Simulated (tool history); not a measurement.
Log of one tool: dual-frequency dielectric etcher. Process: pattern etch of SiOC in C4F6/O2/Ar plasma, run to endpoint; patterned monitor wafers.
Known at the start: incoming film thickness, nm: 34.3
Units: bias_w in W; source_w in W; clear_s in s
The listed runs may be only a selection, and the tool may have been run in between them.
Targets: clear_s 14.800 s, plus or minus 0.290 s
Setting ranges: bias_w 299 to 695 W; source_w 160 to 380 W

run	hour	bias_w	source_w	clear_s
1	0.0	497	270	12.810
2	3.1	566	270	12.184
3	10.2	512	260	12.914
4	15.3	475	260	13.247
5	17.3	445	260	13.626
6	20.0	424	260	13.969
7	20.9	410	260	14.253
8	29.3	402	260	14.436

Of the 5 settings listed for the next run, only one would bring every result within its allowed miss of target. Which one?
A	37.7	419	230	?
B	37.7	396	270	?
C	37.7	413	270	?
D	37.7	410	260	?
E	37.7	350	300	?

move	clear_s
A	14.876
B	14.213
C	13.963
D	14.235
E	14.310
A: every result lands within tolerance
B: further off than the last run
C: further off than the last run
D: further off than the last run
E: further off than the last run
A is the move that brings every result within its allowed miss.
